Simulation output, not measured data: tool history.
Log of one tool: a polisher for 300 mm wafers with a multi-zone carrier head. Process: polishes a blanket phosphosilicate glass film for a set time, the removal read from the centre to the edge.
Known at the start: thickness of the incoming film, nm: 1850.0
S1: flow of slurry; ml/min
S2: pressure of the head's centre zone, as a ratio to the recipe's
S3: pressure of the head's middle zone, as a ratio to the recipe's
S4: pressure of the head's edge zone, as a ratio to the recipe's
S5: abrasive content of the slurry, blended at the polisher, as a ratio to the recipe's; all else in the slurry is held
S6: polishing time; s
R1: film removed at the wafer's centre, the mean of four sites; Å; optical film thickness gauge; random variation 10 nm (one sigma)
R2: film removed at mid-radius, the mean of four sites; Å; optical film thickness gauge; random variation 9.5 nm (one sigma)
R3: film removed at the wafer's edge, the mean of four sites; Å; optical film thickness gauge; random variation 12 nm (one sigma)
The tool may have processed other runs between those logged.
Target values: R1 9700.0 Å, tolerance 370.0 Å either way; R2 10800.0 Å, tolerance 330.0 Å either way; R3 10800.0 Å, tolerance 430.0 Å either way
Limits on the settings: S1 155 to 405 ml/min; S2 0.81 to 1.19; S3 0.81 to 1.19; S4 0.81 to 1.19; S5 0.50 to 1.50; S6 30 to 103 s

run 1 hour=0.0 | S1=260 S2=1.00 S3=1.00 S4=1.00 S5=1.00 S6=66 | R1=7916.4 R2=7863.7 R3=7988.4
run 2 hour=8.9 | S1=260 S2=1.00 S3=1.01 S4=1.02 S5=1.05 S6=66 | R1=7951.5 R2=8083.8 R3=8364.4
run 3 hour=14.5 | S1=260 S2=1.00 S3=1.01 S4=1.02 S5=1.05 S6=60 | R1=7170.4 R2=7255.6 R3=7443.5
run 4 hour=15.1 | S1=260 S2=1.06 S3=1.01 S4=1.02 S5=1.05 S6=60 | R1=7632.2 R2=7318.9 R3=7236.3
run 5 hour=22.1 | S1=260 S2=1.00 S3=1.01 S4=1.02 S5=1.05 S6=60 | R1=7263.2 R2=7333.2 R3=7442.9
run 6 hour=30.2 | S1=265 S2=1.00 S3=1.02 S4=1.03 S5=1.10 S6=61 | R1=7526.6 R2=7708.4 R3=7823.0
run 7 hour=34.4 | S1=270 S2=1.00 S3=1.03 S4=1.04 S5=1.15 S6=62 | R1=7781.6 R2=7844.0 R3=7883.9
run 8 hour=37.8 | S1=265 S2=0.99 S3=1.04 S4=1.04 S5=1.20 S6=64 | R1=8072.0 R2=8261.2 R3=8416.5
run 9 hour=43.5 | S1=265 S2=0.98 S3=1.05 S4=1.04 S5=1.25 S6=65 | R1=8133.7 R2=8624.5 R3=8576.2
run 10 hour=45.5 | S1=265 S2=0.98 S3=1.06 S4=1.05 S5=1.30 S6=66 | R1=8418.3 R2=8948.7 R3=8914.0
run 11 hour=49.2 | S1=265 S2=0.98 S3=1.07 S4=1.06 S5=1.30 S6=67 | R1=8480.4 R2=9034.3 R3=8916.1

Which of these 4 next moves meets every target?
run A hour=52.9 | S1=290 S2=0.93 S3=1.09 S4=1.11 S5=1.50 S6=74 | R1=? R2=? R3=?
run B hour=52.9 | S1=250 S2=0.87 S3=1.00 S4=1.12 S5=1.00 S6=82 | R1=? R2=? R3=?
run C hour=52.9 | S1=255 S2=1.15 S3=1.03 S4=1.03 S5=1.40 S6=55 | R1=? R2=? R3=?
run D hour=52.9 | S1=270 S2=1.11 S3=1.16 S4=1.03 S5=1.30 S6=51 | R1=? R2=? R3=?

move=A R1=9436.6 R2=10750.0 R3=10901.0
move=B R1=8537.0 R2=9676.5 R3=10497.0
move=C R1=7970.1 R2=7406.1 R3=7586.8
move=D R1=7076.5 R2=7330.1 R3=6897.9
A: in spec on every target
B: an improvement on the last run, though not all results are within tolerance
C: moves away from the targets compared with the last run
D: moves away from the targets compared with the last run
A meets every target.
